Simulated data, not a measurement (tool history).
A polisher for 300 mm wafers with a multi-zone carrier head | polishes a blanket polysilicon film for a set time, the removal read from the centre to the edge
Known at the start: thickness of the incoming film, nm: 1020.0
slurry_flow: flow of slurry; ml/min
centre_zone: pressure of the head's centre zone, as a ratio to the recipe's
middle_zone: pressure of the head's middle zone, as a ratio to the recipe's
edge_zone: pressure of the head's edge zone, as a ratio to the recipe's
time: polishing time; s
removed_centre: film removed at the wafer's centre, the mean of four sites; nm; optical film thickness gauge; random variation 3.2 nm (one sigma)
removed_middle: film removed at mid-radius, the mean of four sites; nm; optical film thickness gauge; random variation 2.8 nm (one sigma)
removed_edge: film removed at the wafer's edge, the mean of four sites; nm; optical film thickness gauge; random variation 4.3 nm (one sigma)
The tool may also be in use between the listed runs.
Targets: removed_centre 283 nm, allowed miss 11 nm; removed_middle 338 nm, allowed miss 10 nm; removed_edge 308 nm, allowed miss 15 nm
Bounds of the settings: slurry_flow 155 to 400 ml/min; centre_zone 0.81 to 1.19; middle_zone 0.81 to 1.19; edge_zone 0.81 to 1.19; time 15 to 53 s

run    day  slurry_flow  centre_zone  middle_zone  edge_zone  time  removed_centre  removed_middle  removed_edge
  1      0          255            1            1          1    34          381.32          382.82        355.48
  2  0.121          255            1            1       1.07    34          387.12          379.93        377.12
  3  0.338          255            1            1       1.07    42          467.26           467.5        464.47
  4  0.621          245         0.96         0.99       1.04    39          418.78          428.66        416.63
  5  0.817          245         0.96         1.06       1.04    39          427.04          459.73        422.33
  6  0.983          240         0.93         1.05       1.03    37          394.71          425.95        395.11
  7  1.171          240          0.9         1.06       1.03    35          355.26          404.57        378.27
  8    1.3          240         0.88         1.05          1    34          341.28          396.89        366.27
  9  1.638          235         0.87         1.03       0.97    33          329.67          370.01        347.78
 10  1.883          235         0.86         1.04       0.96    32          315.66          364.78        337.34
 11  2.079          230         0.85         1.04       0.95    31          302.84           357.7         311.5

5 next moves are on the table. One of them brings every result within its allowed miss. Which?
  A  2.275          225         0.94         0.91       1.02    31               ?               ?             ?
  B  2.275          255         0.81            1       0.89    30               ?               ?             ?
  C  2.275          240         1.05         0.99          1    29               ?               ?             ?
  D  2.275          155         0.94         1.15       0.87    31               ?               ?             ?
  E  2.275          165         0.93         1.06       0.94    32               ?               ?             ?

move  removed_centre  removed_middle  removed_edge
   A          328.68          317.05         335.2
   B          282.91          335.86        306.28
   C           341.4          319.88        311.55
   D           316.8          373.58        302.24
   E          325.95          361.77        325.12
A: takes the result that was furthest off past its target
B: meets every target
C: takes the result that was furthest off past its target
D: further off than the last run
E: further off than the last run
The right move is B.
